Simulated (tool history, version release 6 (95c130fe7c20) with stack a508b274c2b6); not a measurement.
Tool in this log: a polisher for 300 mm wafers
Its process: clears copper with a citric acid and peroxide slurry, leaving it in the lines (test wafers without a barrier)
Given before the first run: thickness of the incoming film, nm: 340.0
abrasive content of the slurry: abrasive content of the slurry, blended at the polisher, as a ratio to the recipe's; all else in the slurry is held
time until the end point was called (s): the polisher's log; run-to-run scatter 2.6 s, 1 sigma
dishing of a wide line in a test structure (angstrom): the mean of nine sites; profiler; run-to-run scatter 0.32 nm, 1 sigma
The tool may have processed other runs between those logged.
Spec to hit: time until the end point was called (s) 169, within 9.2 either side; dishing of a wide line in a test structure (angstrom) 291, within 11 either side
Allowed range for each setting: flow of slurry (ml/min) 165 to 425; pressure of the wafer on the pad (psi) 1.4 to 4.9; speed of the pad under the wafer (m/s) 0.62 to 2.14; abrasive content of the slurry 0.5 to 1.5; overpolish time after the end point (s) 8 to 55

run	hour	flow of slurry (ml/min)	pressure of the wafer on the pad (psi)	speed of the pad under the wafer (m/s)	abrasive content of the slurry	overpolish time after the end point (s)	time until the end point was called (s)	dishing of a wide line in a test structure (angstrom)
1	0	275	3.1	1.38	1	28	102.85	502.82
2	7.7	275	2.8	1.36	1	26	111.35	449.73
3	13.6	275	2.5	1.32	1	25	125.89	408.33
4	20	275	2.1	1.32	1	25	135.03	367.72
5	22.9	275	1.9	1.3	1	25	146.4	357.7
6	27.9	275	1.9	1.3	1.1	25	144.05	364.37
7	31.2	275	1.8	1.28	1.1	24	154.08	336.7
8	34.8	275	1.7	1.28	1.1	23	157.64	316.36
9	42.7	275	1.6	1.28	1.1	23	158.74	304.75

Which one of the following 5 next-run settings gets every result inside its allowed miss? There is exactly one.
A	50.6	275	1.4	1.22	1	29	?	?
B	50.6	240	1.4	1.32	1.05	23	?	?
C	50.6	270	1.5	1.38	1.1	20	?	?
D	50.6	290	1.5	1.38	1.15	22	?	?
E	50.6	285	1.6	1.36	1	22	?	?

move	time until the end point was called (s)	dishing of a wide line in a test structure (angstrom)
A	179.37	336.02
B	166.74	296.5
C	152.03	285.91
D	149.81	312.26
E	151.86	309.57
A: misses by more than the last run did
B: every result within its allowed miss
C: gets the furthest-off result to its target, but another result is out of tolerance
D: misses by more than the last run did
E: misses by more than the last run did
So the answer is move B, the one that meets all the targets.

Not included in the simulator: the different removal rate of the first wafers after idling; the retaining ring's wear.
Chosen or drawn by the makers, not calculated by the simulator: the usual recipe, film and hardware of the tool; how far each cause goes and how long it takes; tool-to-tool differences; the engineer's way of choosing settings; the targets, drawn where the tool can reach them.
